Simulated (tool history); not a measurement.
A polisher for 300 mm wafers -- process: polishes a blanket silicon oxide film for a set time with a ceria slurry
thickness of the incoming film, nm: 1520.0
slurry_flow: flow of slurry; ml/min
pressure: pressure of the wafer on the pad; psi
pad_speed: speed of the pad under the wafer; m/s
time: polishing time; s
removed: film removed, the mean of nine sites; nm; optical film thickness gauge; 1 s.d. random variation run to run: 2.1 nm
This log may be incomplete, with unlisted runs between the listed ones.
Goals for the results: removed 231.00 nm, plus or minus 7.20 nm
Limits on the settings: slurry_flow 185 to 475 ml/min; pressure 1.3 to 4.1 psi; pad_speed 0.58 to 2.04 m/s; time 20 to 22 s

run	hour	slurry_flow	pressure	pad_speed	time	removed
1	0.0	305	2.7	1.30	22	112.12
2	7.5	305	3.2	1.30	22	132.27
3	13.2	250	3.2	1.30	22	130.53
4	20.8	185	3.2	1.30	22	124.12
5	28.9	195	3.3	1.34	22	133.92
6	35.7	195	3.8	1.34	22	153.84
7	37.0	205	3.8	1.38	22	156.75
8	44.5	210	3.8	1.42	22	166.26
9	45.1	220	3.8	1.44	22	167.31
10	48.8	225	3.8	1.48	22	171.16

Exercise: of the 5 proposed moves below, exactly one satisfies all targets within the stated allowed misses. Which move is it?
A	52.5	190	3.9	1.96	22	?
B	52.5	265	4.1	1.58	22	?
C	52.5	205	4.1	1.56	22	?
D	52.5	200	3.4	1.38	20	?
E	52.5	255	3.4	1.36	20	?

move	removed
A	226.26
B	199.56
C	191.85
D	128.51
E	130.07
A: every result within its allowed miss
B: closer than the last run, but not yet in spec
C: closer than the last run, but not yet in spec
D: further off than the last run
E: further off than the last run
Correct choice: A, which meets every target
